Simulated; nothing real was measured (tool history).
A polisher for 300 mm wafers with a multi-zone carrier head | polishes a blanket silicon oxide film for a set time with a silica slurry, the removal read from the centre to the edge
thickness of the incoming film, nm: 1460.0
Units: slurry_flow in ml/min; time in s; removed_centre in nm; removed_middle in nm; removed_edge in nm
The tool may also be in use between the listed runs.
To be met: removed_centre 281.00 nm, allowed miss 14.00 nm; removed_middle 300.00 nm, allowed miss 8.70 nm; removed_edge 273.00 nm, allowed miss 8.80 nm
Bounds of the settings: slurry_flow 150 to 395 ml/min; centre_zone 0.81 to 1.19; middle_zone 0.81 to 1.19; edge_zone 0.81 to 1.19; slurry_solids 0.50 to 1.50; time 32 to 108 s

run	hour	slurry_flow	centre_zone	middle_zone	edge_zone	slurry_solids	time	removed_centre	removed_middle	removed_edge
1	0.0	250	1.00	1.00	1.00	1.00	70	382.59	390.01	375.05
2	2.8	250	1.00	1.00	1.00	1.00	78	423.00	434.05	418.77
3	8.2	250	0.99	1.00	0.98	0.95	77	409.79	421.31	402.91
4	9.0	250	0.99	1.00	0.95	0.95	77	410.06	414.06	396.11
5	12.0	250	0.99	1.00	0.95	0.95	61	316.33	333.55	314.83
6	17.8	200	0.99	1.00	0.95	0.95	61	306.39	320.53	310.43
7	26.1	200	0.99	1.00	0.94	0.90	61	307.17	314.11	298.53
8	32.2	200	0.98	1.00	0.93	0.90	61	298.75	312.01	292.78

4 next moves are on the table. One of them brings every result within its allowed miss. Which?
A	38.3	165	0.99	1.08	0.84	0.95	60	?	?	?
B	38.3	195	1.04	1.10	0.81	0.50	76	?	?	?
C	38.3	195	1.00	1.03	0.96	0.90	62	?	?	?
D	38.3	280	0.97	1.02	0.92	0.90	54	?	?	?

move	removed_centre	removed_middle	removed_edge
A	295.82	322.42	277.09
B	310.69	325.90	269.06
C	313.20	323.52	305.24
D	279.91	294.19	270.86
A: brings the result that was furthest off to its target, and leaves another outside
B: brings the result that was furthest off to its target, and leaves another outside
C: further off than the last run
D: meets every target
The right move is D.
